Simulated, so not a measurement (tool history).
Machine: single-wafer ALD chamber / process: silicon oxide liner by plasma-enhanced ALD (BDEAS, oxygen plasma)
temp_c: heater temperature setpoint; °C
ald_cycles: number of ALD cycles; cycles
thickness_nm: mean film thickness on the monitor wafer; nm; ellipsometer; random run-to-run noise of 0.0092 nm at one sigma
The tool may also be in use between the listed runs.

Run 1, hour 0: temp_c 320 °C, ald_cycles 58 cycles. Result: thickness_nm 5.339 nm.
Run 2, hour 4.7: temp_c 321 °C, ald_cycles 56 cycles. Result: thickness_nm 5.1608 nm.
Run 3, hour 7.2: temp_c 321 °C, ald_cycles 54 cycles. Result: thickness_nm 4.9913 nm.
Run 4, hour 10.7: temp_c 321 °C, ald_cycles 53 cycles. Result: thickness_nm 4.8791 nm.
Run 5, hour 16.3: temp_c 321 °C, ald_cycles 47 cycles. Result: thickness_nm 4.3281 nm.
Run 6, hour 20.1: temp_c 321 °C, ald_cycles 44 cycles. Result: thickness_nm 4.0608 nm.
Run 7, hour 21.4: temp_c 321 °C, ald_cycles 45 cycles. Result: thickness_nm 4.1357 nm.
Run 8, hour 26.6: temp_c 319 °C, ald_cycles 50 cycles. Result: thickness_nm 4.6348 nm.

Run 9 comes next. What will it give?
Run 9, hour 27.9: temp_c 320 °C, ald_cycles 50 cycles. Result: thickness_nm ?.

thickness_nm: 4.6043 nm

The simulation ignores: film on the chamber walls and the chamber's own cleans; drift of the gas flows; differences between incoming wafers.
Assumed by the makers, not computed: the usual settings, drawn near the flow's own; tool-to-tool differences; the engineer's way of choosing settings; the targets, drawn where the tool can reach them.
